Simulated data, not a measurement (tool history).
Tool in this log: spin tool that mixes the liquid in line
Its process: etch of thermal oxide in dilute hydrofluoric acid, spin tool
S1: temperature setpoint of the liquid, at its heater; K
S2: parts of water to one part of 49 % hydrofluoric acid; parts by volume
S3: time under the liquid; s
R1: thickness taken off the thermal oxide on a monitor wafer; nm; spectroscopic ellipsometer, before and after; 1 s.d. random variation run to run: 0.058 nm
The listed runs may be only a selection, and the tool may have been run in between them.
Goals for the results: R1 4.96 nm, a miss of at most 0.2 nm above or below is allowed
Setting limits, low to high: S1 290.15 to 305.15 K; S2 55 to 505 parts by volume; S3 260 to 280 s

run	day	S1	S2	S3	R1
1	0	297.15	280	260	3.7415
2	0.225	297.15	280	260	3.7865
3	0.479	298.15	280	260	3.9426
4	0.762	299.15	280	260	3.9861
5	1.004	299.65	275	260	4.1432
6	1.312	300.15	270	260	4.3144
7	1.621	300.65	270	260	4.4378
8	1.971	301.15	270	260	4.4205
9	2.292	304.65	260	260	5.2898
10	2.338	304.15	260	260	5.2081

Consider the 4 candidate settings below. Which is the only one whose results all fall within their allowed miss of target?
A	2.383	305.15	275	260	?
B	2.383	304.65	250	260	?
C	2.383	304.65	260	260	?
D	2.383	305.15	270	280	?

move	R1
A	4.9584
B	5.5278
C	5.2525
D	5.4707
A: every result lands within tolerance
B: moves away from the targets compared with the last run
C: moves away from the targets compared with the last run
D: moves away from the targets compared with the last run
Move A is the one to make.
